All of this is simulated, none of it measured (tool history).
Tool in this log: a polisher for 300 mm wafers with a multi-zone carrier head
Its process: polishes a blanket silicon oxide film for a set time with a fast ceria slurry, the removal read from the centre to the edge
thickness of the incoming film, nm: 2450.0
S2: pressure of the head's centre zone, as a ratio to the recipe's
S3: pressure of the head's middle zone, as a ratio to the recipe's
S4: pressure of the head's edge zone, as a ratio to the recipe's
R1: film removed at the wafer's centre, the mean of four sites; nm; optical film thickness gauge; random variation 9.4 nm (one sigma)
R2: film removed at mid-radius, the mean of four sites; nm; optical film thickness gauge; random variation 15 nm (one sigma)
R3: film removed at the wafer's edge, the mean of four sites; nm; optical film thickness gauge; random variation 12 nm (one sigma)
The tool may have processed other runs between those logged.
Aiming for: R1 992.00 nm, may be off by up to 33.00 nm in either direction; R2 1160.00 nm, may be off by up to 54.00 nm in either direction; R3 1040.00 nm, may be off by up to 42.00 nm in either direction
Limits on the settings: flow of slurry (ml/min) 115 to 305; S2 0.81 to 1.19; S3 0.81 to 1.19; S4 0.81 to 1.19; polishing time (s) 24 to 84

Run 1, hour 0.0: flow of slurry (ml/min) 195, S2 1.00, S3 1.00, S4 1.00, polishing time (s) 54. Result: R1 888.95 nm, R2 894.23 nm, R3 913.63 nm.
Run 2, hour 1.8: flow of slurry (ml/min) 200, S2 1.00, S3 1.02, S4 1.01, polishing time (s) 55. Result: R1 904.90 nm, R2 931.33 nm, R3 941.09 nm.
Run 3, hour 5.1: flow of slurry (ml/min) 200, S2 1.00, S3 1.02, S4 1.01, polishing time (s) 42. Result: R1 683.41 nm, R2 721.11 nm, R3 716.69 nm.
Run 4, hour 13.2: flow of slurry (ml/min) 205, S2 1.00, S3 1.04, S4 1.02, polishing time (s) 44. Result: R1 720.46 nm, R2 794.25 nm, R3 761.29 nm.
Run 5, hour 17.3: flow of slurry (ml/min) 205, S2 1.00, S3 0.97, S4 1.02, polishing time (s) 44. Result: R1 722.01 nm, R2 728.54 nm, R3 755.95 nm.
Run 6, hour 22.4: flow of slurry (ml/min) 205, S2 1.00, S3 1.02, S4 1.02, polishing time (s) 44. Result: R1 714.96 nm, R2 766.78 nm, R3 777.21 nm.
At hour 24.0: edge zone pressure recalibrated.
Run 7, hour 24.0: flow of slurry (ml/min) 215, S2 1.02, S3 1.04, S4 1.02, polishing time (s) 45. Result: R1 760.22 nm, R2 816.57 nm, R3 765.73 nm.
Run 8, hour 30.1: flow of slurry (ml/min) 215, S2 1.02, S3 1.05, S4 1.03, polishing time (s) 47. Result: R1 803.13 nm, R2 817.83 nm, R3 790.41 nm.
Run 9, hour 32.0: flow of slurry (ml/min) 215, S2 1.01, S3 1.06, S4 1.02, polishing time (s) 49. Result: R1 822.99 nm, R2 886.21 nm, R3 813.22 nm.
Run 10, hour 34.3: flow of slurry (ml/min) 210, S2 1.00, S3 1.07, S4 1.03, polishing time (s) 51. Result: R1 843.97 nm, R2 902.71 nm, R3 851.55 nm.
Run 11, hour 41.8: flow of slurry (ml/min) 210, S2 1.00, S3 1.07, S4 1.03, polishing time (s) 51. Result: R1 830.20 nm, R2 928.12 nm, R3 868.38 nm.
Run 12, hour 45.2: flow of slurry (ml/min) 215, S2 1.00, S3 1.08, S4 1.04, polishing time (s) 52. Result: R1 858.98 nm, R2 964.05 nm, R3 882.48 nm.
Run 13, hour 47.4: flow of slurry (ml/min) 220, S2 1.00, S3 1.08, S4 1.05, polishing time (s) 53. Result: R1 887.93 nm, R2 949.32 nm, R3 919.44 nm.
Run 14, hour 56.3: flow of slurry (ml/min) 225, S2 1.00, S3 1.09, S4 1.05, polishing time (s) 54. Result: R1 906.52 nm, R2 996.90 nm, R3 941.83 nm.

Which of these 5 next moves meets every target?
Run A, hour 65.2: flow of slurry (ml/min) 220, S2 1.11, S3 0.96, S4 1.11, polishing time (s) 50. Result: R1 ?, R2 ?, R3 ?.
Run B, hour 65.2: flow of slurry (ml/min) 205, S2 1.03, S3 0.91, S4 1.19, polishing time (s) 58. Result: R1 ?, R2 ?, R3 ?.
Run C, hour 65.2: flow of slurry (ml/min) 235, S2 0.99, S3 1.15, S4 1.07, polishing time (s) 59. Result: R1 ?, R2 ?, R3 ?.
Run D, hour 65.2: flow of slurry (ml/min) 210, S2 0.92, S3 1.19, S4 0.99, polishing time (s) 54. Result: R1 ?, R2 ?, R3 ?.
Run E, hour 65.2: flow of slurry (ml/min) 240, S2 0.83, S3 1.19, S4 1.04, polishing time (s) 58. Result: R1 ?, R2 ?, R3 ?.

move      R1       R2       R3
   A  916.80   833.21   889.99
   B  977.46   917.45  1062.50
   C  972.87  1155.20  1034.80
   D  816.18  1076.50   905.32
   E  802.78  1173.20  1005.00
A: its largest miss is bigger than the last run's
B: its largest miss is bigger than the last run's
C: every result lands within tolerance
D: its largest miss is bigger than the last run's
E: the furthest-off result lands on target, but another misses its tolerance
C meets every target.
